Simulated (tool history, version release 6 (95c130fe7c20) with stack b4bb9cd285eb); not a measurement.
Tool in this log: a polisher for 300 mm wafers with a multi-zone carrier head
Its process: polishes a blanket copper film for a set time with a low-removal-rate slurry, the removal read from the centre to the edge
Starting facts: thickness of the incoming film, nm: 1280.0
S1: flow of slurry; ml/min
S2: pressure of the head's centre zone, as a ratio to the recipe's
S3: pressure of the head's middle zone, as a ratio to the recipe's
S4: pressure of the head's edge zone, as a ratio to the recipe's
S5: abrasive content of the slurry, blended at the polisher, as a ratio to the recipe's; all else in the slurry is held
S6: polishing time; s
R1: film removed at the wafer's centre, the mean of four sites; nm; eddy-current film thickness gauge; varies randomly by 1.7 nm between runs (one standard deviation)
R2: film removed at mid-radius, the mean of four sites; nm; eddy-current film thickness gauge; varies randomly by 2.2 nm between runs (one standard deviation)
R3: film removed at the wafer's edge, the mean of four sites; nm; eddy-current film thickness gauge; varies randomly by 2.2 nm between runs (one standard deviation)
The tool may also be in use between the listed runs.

run 1 hour=0 | S1=155 S2=1 S3=1 S4=1 S5=1 S6=62 | R1=145.79 R2=145.73 R3=149.59
run 2 hour=8.1 | S1=165 S2=1.02 S3=1.02 S4=1.02 S5=1.05 S6=62 | R1=152.58 R2=150.84 R3=155.08
run 3 hour=16 | S1=140 S2=1.02 S3=1.02 S4=1.02 S5=1.05 S6=62 | R1=148.59 R2=145.5 R3=150.02
run 4 hour=18.4 | S1=155 S2=1.04 S3=1.04 S4=1.04 S5=1.1 S6=62 | R1=154.29 R2=151.65 R3=153.21
run 5 hour=24.4 | S1=155 S2=1.04 S3=1.04 S4=1.04 S5=1.1 S6=78 | R1=195.36 R2=193.22 R3=190.86
run 6 hour=28.6 | S1=155 S2=1.04 S3=1.04 S4=1.04 S5=1.1 S6=86 | R1=216.11 R2=215.22 R3=210.69
run 7 hour=32.4 | S1=150 S2=1.04 S3=1.03 S4=1.02 S5=1.05 S6=86 | R1=209.79 R2=207.69 R3=208.33
run 8 hour=36.3 | S1=145 S2=1.05 S3=1.03 S4=1 S5=1.05 S6=86 | R1=212.74 R2=205.61 R3=203.83
run 9 hour=41.4 | S1=140 S2=1.05 S3=1.03 S4=0.98 S5=1.05 S6=86 | R1=208.01 R2=203.68 R3=207.11
run 10 hour=46.2 | S1=140 S2=1.06 S3=1.04 S4=0.98 S5=1 S6=85 | R1=209.66 R2=204.52 R3=199.42

Predict the results of run 11:
run 11 hour=50.3 | S1=135 S2=1.06 S3=1.03 S4=0.98 S5=0.95 S6=85 | R1=? R2=? R3=?

Run 11 came out at R1 203.39 nm, R2 201.34 nm, R3 199.15 nm.
